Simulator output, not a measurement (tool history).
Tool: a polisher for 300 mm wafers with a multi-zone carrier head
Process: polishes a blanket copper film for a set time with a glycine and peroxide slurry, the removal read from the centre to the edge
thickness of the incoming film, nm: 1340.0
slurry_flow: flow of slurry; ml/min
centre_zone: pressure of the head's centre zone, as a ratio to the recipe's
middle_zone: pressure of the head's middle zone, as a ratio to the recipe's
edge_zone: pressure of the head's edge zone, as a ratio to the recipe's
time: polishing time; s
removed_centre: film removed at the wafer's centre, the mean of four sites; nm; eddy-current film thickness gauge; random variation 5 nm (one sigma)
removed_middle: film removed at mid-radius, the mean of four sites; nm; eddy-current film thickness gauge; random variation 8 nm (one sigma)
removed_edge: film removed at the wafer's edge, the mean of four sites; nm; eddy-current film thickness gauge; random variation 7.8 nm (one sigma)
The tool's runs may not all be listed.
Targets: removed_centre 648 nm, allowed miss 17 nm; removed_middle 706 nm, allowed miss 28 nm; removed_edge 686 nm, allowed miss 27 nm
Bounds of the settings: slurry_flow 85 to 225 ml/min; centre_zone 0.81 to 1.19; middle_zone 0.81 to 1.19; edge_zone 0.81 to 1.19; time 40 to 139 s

Run 1, day 0: slurry_flow 145 ml/min, centre_zone 1, middle_zone 1, edge_zone 1, time 89 s. Result: removed_centre 550.59 nm, removed_middle 554.51 nm, removed_edge 537.95 nm.
Run 2, day 0.092: slurry_flow 145 ml/min, centre_zone 1, middle_zone 1.08, edge_zone 1, time 89 s. Result: removed_centre 550.01 nm, removed_middle 598.8 nm, removed_edge 557.34 nm.
Run 3, day 0.417: slurry_flow 160 ml/min, centre_zone 1.02, middle_zone 1.1, edge_zone 1.06, time 90 s. Result: removed_centre 578.16 nm, removed_middle 610.76 nm, removed_edge 568.31 nm.
Run 4, day 0.504: slurry_flow 160 ml/min, centre_zone 1.02, middle_zone 1.1, edge_zone 1.13, time 90 s. Result: removed_centre 573.97 nm, removed_middle 618.86 nm, removed_edge 596.26 nm.
Run 5, day 0.775: slurry_flow 165 ml/min, centre_zone 1.02, middle_zone 1.11, edge_zone 1.15, time 93 s. Result: removed_centre 600.39 nm, removed_middle 643.85 nm, removed_edge 631.04 nm.
Run 6, day 1.058: slurry_flow 195 ml/min, centre_zone 1.02, middle_zone 1.11, edge_zone 1.15, time 93 s. Result: removed_centre 611.44 nm, removed_middle 638.61 nm, removed_edge 646.45 nm.
Run 7, day 1.354: slurry_flow 195 ml/min, centre_zone 1.02, middle_zone 1.13, edge_zone 1.16, time 94 s. Result: removed_centre 614.48 nm, removed_middle 675.18 nm, removed_edge 638.57 nm.
Run 8, day 1.688: slurry_flow 195 ml/min, centre_zone 1.02, middle_zone 1.13, edge_zone 1.17, time 96 s. Result: removed_centre 627.36 nm, removed_middle 685.76 nm, removed_edge 656.59 nm.

Which of these 4 next moves meets every target?
Run A, day 2.021: slurry_flow 215 ml/min, centre_zone 1.01, middle_zone 1.11, edge_zone 1.19, time 99 s. Result: removed_centre ?, removed_middle ?, removed_edge ?.
Run B, day 2.021: slurry_flow 225 ml/min, centre_zone 1, middle_zone 1.19, edge_zone 1.17, time 94 s. Result: removed_centre ?, removed_middle ?, removed_edge ?.
Run C, day 2.021: slurry_flow 170 ml/min, centre_zone 1.03, middle_zone 1.1, edge_zone 1.11, time 96 s. Result: removed_centre ?, removed_middle ?, removed_edge ?.
Run D, day 2.021: slurry_flow 185 ml/min, centre_zone 1.01, middle_zone 1.19, edge_zone 0.98, time 102 s. Result: removed_centre ?, removed_middle ?, removed_edge ?.

move  removed_centre  removed_middle  removed_edge
   A             655          715.84        690.47
   B          619.58          725.45        651.57
   C          627.75          669.71         632.8
   D          662.05          769.65        636.36
A: meets every target
B: further off than the last run
C: further off than the last run
D: brings the result that was furthest off to its target, and leaves another outside
Answer: A

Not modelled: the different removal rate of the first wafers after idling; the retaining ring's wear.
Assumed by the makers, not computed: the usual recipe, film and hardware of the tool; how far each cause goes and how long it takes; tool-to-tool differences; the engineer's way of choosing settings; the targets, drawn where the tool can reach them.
